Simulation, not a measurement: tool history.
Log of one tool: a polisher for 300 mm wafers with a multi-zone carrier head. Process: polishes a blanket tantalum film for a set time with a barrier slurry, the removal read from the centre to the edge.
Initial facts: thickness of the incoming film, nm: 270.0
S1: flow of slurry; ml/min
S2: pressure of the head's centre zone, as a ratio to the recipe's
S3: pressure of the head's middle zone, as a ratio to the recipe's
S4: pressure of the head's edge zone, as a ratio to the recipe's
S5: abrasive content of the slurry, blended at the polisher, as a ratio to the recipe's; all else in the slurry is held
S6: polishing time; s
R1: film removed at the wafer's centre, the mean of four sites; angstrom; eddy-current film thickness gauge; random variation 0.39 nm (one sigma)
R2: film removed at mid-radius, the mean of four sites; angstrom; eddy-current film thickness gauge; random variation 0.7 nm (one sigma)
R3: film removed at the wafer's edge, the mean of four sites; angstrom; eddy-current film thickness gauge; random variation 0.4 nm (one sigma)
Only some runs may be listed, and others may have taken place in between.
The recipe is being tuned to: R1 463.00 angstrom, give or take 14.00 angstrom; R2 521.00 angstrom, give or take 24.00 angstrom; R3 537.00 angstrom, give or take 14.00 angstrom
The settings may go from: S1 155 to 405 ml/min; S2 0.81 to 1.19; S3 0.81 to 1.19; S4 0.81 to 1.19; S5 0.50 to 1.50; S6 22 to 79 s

run,hour,S1,S2,S3,S4,S5,S6,R1,R2,R3
1,0.0,260,1.00,1.00,1.00,1.00,50,615.98,632.84,640.03
2,1.9,260,1.00,1.08,1.00,1.00,50,616.47,673.41,635.02
3,5.5,325,1.00,1.08,1.00,1.00,50,638.62,690.78,639.55
4,9.0,320,0.97,1.05,0.98,0.95,50,607.74,652.11,631.92
5,12.1,320,0.97,1.05,0.98,0.95,41,492.27,534.08,512.86
6,19.0,315,0.96,1.04,0.99,0.95,41,484.06,545.20,509.68
7,24.3,305,0.95,1.02,1.00,0.95,41,479.58,525.79,521.46
8,26.1,305,0.94,1.02,1.01,0.95,41,476.29,527.28,519.83
9,27.8,300,0.93,1.02,1.02,0.95,41,475.22,534.48,529.06
10,36.8,300,0.93,1.01,1.02,0.95,41,477.45,528.39,518.06

Exercise: of the 5 proposed moves below, exactly one satisfies all targets within the stated allowed misses. Which move is it?
A,45.8,280,0.95,0.90,1.05,0.95,42,?,?,?
B,45.8,335,1.00,1.08,1.00,1.00,38,?,?,?
C,45.8,340,1.00,1.06,0.96,0.85,40,?,?,?
D,45.8,365,0.93,1.04,1.13,1.00,39,?,?,?
E,45.8,380,0.98,1.11,1.02,0.85,39,?,?,?

move,R1,R2,R3
A,495.75,498.38,541.91
B,486.23,530.30,488.94
C,491.64,528.67,484.81
D,466.84,532.22,536.02
E,473.89,538.10,489.30
A: puts the biggest miss on target and leaves a different result outside tolerance
B: the biggest miss grows against the last run
C: the biggest miss grows against the last run
D: in spec on every target
E: the biggest miss grows against the last run
The right move is D.

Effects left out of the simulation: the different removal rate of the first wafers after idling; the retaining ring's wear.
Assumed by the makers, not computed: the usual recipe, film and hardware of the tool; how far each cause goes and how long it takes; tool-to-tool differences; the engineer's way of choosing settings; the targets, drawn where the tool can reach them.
